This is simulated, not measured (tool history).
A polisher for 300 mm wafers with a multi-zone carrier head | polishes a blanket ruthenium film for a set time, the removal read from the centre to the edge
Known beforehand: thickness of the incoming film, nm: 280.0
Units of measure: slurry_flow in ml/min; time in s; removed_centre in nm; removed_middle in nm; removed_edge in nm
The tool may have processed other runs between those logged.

{"run": 1, "hour": 0.0, "slurry_flow": 160, "centre_zone": 1.0, "middle_zone": 1.0, "edge_zone": 1.0, "time": 85, "removed_centre": 64.2, "removed_middle": 66.034, "removed_edge": 67.119}
{"run": 2, "hour": 3.5, "slurry_flow": 160, "centre_zone": 1.0, "middle_zone": 0.96, "edge_zone": 1.0, "time": 85, "removed_centre": 64.595, "removed_middle": 64.199, "removed_edge": 67.596}
{"run": 3, "hour": 11.3, "slurry_flow": 155, "centre_zone": 0.99, "middle_zone": 0.96, "edge_zone": 0.97, "time": 77, "removed_centre": 56.933, "removed_middle": 58.11, "removed_edge": 58.646}
{"run": 4, "hour": 14.3, "slurry_flow": 120, "centre_zone": 0.99, "middle_zone": 0.96, "edge_zone": 0.97, "time": 77, "removed_centre": 53.48, "removed_middle": 54.407, "removed_edge": 57.68}
{"run": 5, "hour": 15.9, "slurry_flow": 120, "centre_zone": 0.99, "middle_zone": 0.96, "edge_zone": 1.01, "time": 77, "removed_centre": 52.954, "removed_middle": 53.212, "removed_edge": 56.51}
{"run": 6, "hour": 23.6, "slurry_flow": 135, "centre_zone": 0.99, "middle_zone": 0.96, "edge_zone": 1.01, "time": 77, "removed_centre": 55.648, "removed_middle": 56.958, "removed_edge": 59.564}
{"run": 7, "hour": 32.2, "slurry_flow": 135, "centre_zone": 0.98, "middle_zone": 0.96, "edge_zone": 0.98, "time": 72, "removed_centre": 50.842, "removed_middle": 52.246, "removed_edge": 55.977}
{"run": 8, "hour": 36.5, "slurry_flow": 130, "centre_zone": 1.0, "middle_zone": 0.99, "edge_zone": 0.95, "time": 66, "removed_centre": 47.886, "removed_middle": 47.966, "removed_edge": 49.752}
{"run": 9, "hour": 38.6, "slurry_flow": 130, "centre_zone": 0.99, "middle_zone": 1.01, "edge_zone": 0.93, "time": 63, "removed_centre": 44.304, "removed_middle": 47.173, "removed_edge": 46.72}
{"run": 10, "hour": 47.1, "slurry_flow": 125, "centre_zone": 0.99, "middle_zone": 1.01, "edge_zone": 0.91, "time": 61, "removed_centre": 43.018, "removed_middle": 44.548, "removed_edge": 45.069}
{"run": 11, "hour": 47.7, "slurry_flow": 120, "centre_zone": 0.99, "middle_zone": 1.02, "edge_zone": 0.89, "time": 60, "removed_centre": 41.387, "removed_middle": 44.196, "removed_edge": 42.707}

Predict the results of run 12:
{"run": 12, "hour": 49.2, "slurry_flow": 100, "centre_zone": 0.95, "middle_zone": 0.97, "edge_zone": 0.81, "time": 56, "removed_centre": "?", "removed_middle": "?", "removed_edge": "?"}

Run 12 yielded removed_centre 35.241 nm, removed_middle 37.997 nm, removed_edge 37.706 nm.

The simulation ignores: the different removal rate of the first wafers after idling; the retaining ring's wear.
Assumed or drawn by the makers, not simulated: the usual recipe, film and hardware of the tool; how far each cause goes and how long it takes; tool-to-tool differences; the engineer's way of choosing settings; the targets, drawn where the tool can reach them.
